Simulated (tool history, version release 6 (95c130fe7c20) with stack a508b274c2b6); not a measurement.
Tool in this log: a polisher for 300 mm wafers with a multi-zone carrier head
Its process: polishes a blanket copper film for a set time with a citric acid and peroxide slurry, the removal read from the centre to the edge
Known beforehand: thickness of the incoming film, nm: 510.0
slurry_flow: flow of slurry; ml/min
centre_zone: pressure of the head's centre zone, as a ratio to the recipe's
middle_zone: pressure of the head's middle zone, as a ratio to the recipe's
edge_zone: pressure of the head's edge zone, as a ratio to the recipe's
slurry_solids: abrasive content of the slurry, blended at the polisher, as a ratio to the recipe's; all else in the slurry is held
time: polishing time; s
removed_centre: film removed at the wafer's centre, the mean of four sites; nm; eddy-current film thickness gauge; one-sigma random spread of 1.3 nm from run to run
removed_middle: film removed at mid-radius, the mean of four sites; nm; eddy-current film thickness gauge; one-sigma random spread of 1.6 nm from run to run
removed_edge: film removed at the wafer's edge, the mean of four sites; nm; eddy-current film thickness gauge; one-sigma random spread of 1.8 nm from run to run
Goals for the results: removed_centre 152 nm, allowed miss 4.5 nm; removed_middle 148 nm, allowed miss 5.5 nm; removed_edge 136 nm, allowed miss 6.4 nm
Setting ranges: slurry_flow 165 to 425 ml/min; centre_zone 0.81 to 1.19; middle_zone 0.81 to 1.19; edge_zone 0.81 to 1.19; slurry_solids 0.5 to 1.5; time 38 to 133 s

run 1 hour=0 | slurry_flow=275 centre_zone=1 middle_zone=1 edge_zone=1 slurry_solids=1 time=85 | removed_centre=196.05 removed_middle=191.69 removed_edge=199.57
run 2 hour=7.6 | slurry_flow=275 centre_zone=1 middle_zone=1 edge_zone=1 slurry_solids=1.1 time=85 | removed_centre=202.8 removed_middle=199.12 removed_edge=205.03
run 3 hour=11.2 | slurry_flow=275 centre_zone=1 middle_zone=1 edge_zone=1 slurry_solids=1.1 time=71 | removed_centre=170.48 removed_middle=167.81 removed_edge=169.01
run 4 hour=15.7 | slurry_flow=275 centre_zone=0.94 middle_zone=1 edge_zone=1 slurry_solids=1.1 time=71 | removed_centre=158.34 removed_middle=168.74 removed_edge=169.23
run 5 hour=19.7 | slurry_flow=275 centre_zone=0.94 middle_zone=1.03 edge_zone=1 slurry_solids=1.1 time=71 | removed_centre=156.76 removed_middle=169.14 removed_edge=171.28
run 6 hour=22.2 | slurry_flow=275 centre_zone=0.94 middle_zone=1.03 edge_zone=1 slurry_solids=1 time=71 | removed_centre=156.52 removed_middle=165.39 removed_edge=166.63
run 7 hour=28.7 | slurry_flow=280 centre_zone=0.95 middle_zone=1.04 edge_zone=0.95 slurry_solids=0.9 time=70 | removed_centre=151.91 removed_middle=163.6 removed_edge=154.9
run 8 hour=35.1 | slurry_flow=275 centre_zone=0.96 middle_zone=1.01 edge_zone=0.92 slurry_solids=0.85 time=70 | removed_centre=149.05 removed_middle=155.13 removed_edge=151.32
run 9 hour=41.2 | slurry_flow=280 centre_zone=0.98 middle_zone=1.01 edge_zone=0.9 slurry_solids=0.8 time=70 | removed_centre=151.87 removed_middle=152.37 removed_edge=147.04

Exercise: of the 5 proposed moves below, exactly one satisfies all targets within the stated allowed misses. Which move is it?
run A hour=47.3 | slurry_flow=245 centre_zone=0.86 middle_zone=0.83 edge_zone=1.03 slurry_solids=0.65 time=86 | removed_centre=? removed_middle=? removed_edge=?
run B hour=47.3 | slurry_flow=300 centre_zone=1 middle_zone=0.99 edge_zone=0.81 slurry_solids=0.9 time=67 | removed_centre=? removed_middle=? removed_edge=?
run C hour=47.3 | slurry_flow=210 centre_zone=0.93 middle_zone=0.89 edge_zone=0.85 slurry_solids=0.95 time=74 | removed_centre=? removed_middle=? removed_edge=?
run D hour=47.3 | slurry_flow=285 centre_zone=0.94 middle_zone=1 edge_zone=0.98 slurry_solids=0.75 time=71 | removed_centre=? removed_middle=? removed_edge=?
run E hour=47.3 | slurry_flow=405 centre_zone=1.02 middle_zone=1.1 edge_zone=0.81 slurry_solids=0.85 time=66 | removed_centre=? removed_middle=? removed_edge=?

move=A removed_centre=151.74 removed_middle=148.26 removed_edge=177.23
move=B removed_centre=152.65 removed_middle=147.86 removed_edge=136.43
move=C removed_centre=154.66 removed_middle=148.01 removed_edge=153.43
move=D removed_centre=144.26 removed_middle=150.04 removed_edge=149.42
move=E removed_centre=154.33 removed_middle=159.8 removed_edge=134.06
A: its largest miss is bigger than the last run's
B: meets every target
C: its largest miss is bigger than the last run's
D: its largest miss is bigger than the last run's
E: gets the furthest-off result to its target, but another result is out of tolerance
Go with B: it meets all targets.

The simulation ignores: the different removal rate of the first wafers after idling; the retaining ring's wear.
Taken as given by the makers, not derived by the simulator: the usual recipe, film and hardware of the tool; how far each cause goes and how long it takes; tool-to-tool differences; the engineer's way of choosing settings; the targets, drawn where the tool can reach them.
